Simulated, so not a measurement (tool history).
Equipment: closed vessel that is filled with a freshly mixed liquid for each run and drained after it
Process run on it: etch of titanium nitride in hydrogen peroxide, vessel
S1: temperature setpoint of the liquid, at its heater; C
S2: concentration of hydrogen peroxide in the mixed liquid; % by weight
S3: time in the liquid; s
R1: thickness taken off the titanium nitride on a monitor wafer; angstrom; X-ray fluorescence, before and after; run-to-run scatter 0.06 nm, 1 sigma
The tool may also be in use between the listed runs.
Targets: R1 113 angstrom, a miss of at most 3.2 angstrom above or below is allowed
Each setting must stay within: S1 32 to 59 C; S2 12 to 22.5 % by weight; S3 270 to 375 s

run	hour	S1	S2	S3	R1
1	0	43	15.5	375	134.13
2	2.9	43	15.5	270	96.565
3	6.3	43	17.5	270	99.792
4	12.7	36.5	17.5	270	60.437
5	13.9	39	17.5	270	73.835
6	18.7	33.5	17.5	270	47.88
7	22.2	37	17.5	270	63.404
8	25.1	39.5	17.5	270	76.163
# hour 30: peroxide flow meter replaced
9	30	41	17.5	270	83.75
10	33.4	42.5	17.5	270	95.038

Which one of the following 4 next-run settings gets every result inside its allowed miss? There is exactly one.
A	36.8	39	19	305	?
B	36.8	42.5	17	325	?
C	36.8	42	18.5	365	?
D	36.8	41.5	18	365	?

move	R1
A	83.08
B	113.02
C	124.43
D	119.09
A: further off than the last run
B: meets every target
C: takes the result that was furthest off past its target
D: takes the result that was furthest off past its target
B meets every target.

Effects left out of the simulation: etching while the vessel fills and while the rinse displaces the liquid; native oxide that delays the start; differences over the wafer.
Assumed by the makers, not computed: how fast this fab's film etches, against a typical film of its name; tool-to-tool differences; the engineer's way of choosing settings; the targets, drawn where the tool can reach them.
